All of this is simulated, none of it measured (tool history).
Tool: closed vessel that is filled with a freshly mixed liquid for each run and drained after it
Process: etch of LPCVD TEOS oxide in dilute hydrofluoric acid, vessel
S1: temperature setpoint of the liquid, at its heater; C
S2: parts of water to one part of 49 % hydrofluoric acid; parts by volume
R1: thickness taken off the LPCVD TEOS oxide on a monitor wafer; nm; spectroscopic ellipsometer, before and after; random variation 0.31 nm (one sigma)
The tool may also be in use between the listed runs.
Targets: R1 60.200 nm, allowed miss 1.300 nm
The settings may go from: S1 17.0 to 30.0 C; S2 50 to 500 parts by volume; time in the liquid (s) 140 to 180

Run 1, hour 0.0: S1 22.0 C, S2 275 parts by volume, time in the liquid (s) 180. Result: R1 19.687 nm.
Run 2, hour 6.0: S1 22.0 C, S2 275 parts by volume, time in the liquid (s) 180. Result: R1 19.710 nm.
Run 3, hour 10.0: S1 25.5 C, S2 275 parts by volume, time in the liquid (s) 180. Result: R1 22.307 nm.
Run 4, hour 12.9: S1 25.5 C, S2 310 parts by volume, time in the liquid (s) 180. Result: R1 19.131 nm.
Run 5, hour 16.7: S1 25.5 C, S2 275 parts by volume, time in the liquid (s) 180. Result: R1 22.249 nm.
Run 6, hour 20.4: S1 25.5 C, S2 275 parts by volume, time in the liquid (s) 180. Result: R1 22.377 nm.
Run 7, hour 28.8: S1 26.0 C, S2 245 parts by volume, time in the liquid (s) 180. Result: R1 26.388 nm.
Run 8, hour 30.8: S1 26.5 C, S2 225 parts by volume, time in the liquid (s) 180. Result: R1 29.804 nm.
Run 9, hour 39.1: S1 27.0 C, S2 205 parts by volume, time in the liquid (s) 180. Result: R1 34.155 nm.
Run 10, hour 43.1: S1 27.5 C, S2 190 parts by volume, time in the liquid (s) 180. Result: R1 38.160 nm.
Run 11, hour 45.8: S1 28.0 C, S2 180 parts by volume, time in the liquid (s) 180. Result: R1 41.387 nm.
Run 12, hour 50.4: S1 30.0 C, S2 105 parts by volume, time in the liquid (s) 180. Result: R1 85.035 nm.
Run 13, hour 58.6: S1 29.0 C, S2 105 parts by volume, time in the liquid (s) 180. Result: R1 80.861 nm.
Run 14, hour 64.5: S1 25.0 C, S2 110 parts by volume, time in the liquid (s) 180. Result: R1 66.329 nm.
Run 15, hour 66.6: S1 24.5 C, S2 110 parts by volume, time in the liquid (s) 180. Result: R1 65.197 nm.
Run 16, hour 67.4: S1 24.0 C, S2 110 parts by volume, time in the liquid (s) 180. Result: R1 64.277 nm.

4 next moves are on the table. One of them brings every result within its allowed miss. Which?
Run A, hour 68.2: S1 22.5 C, S2 115 parts by volume, time in the liquid (s) 180. Result: R1 ?.
Run B, hour 68.2: S1 22.0 C, S2 100 parts by volume, time in the liquid (s) 180. Result: R1 ?.
Run C, hour 68.2: S1 24.5 C, S2 105 parts by volume, time in the liquid (s) 180. Result: R1 ?.
Run D, hour 68.2: S1 26.0 C, S2 120 parts by volume, time in the liquid (s) 175. Result: R1 ?.

move      R1
   A  57.135
   B  65.596
   C  68.493
   D  60.532
A: takes the result that was furthest off past its target
B: further off than the last run
C: further off than the last run
D: meets every target
Answer: D
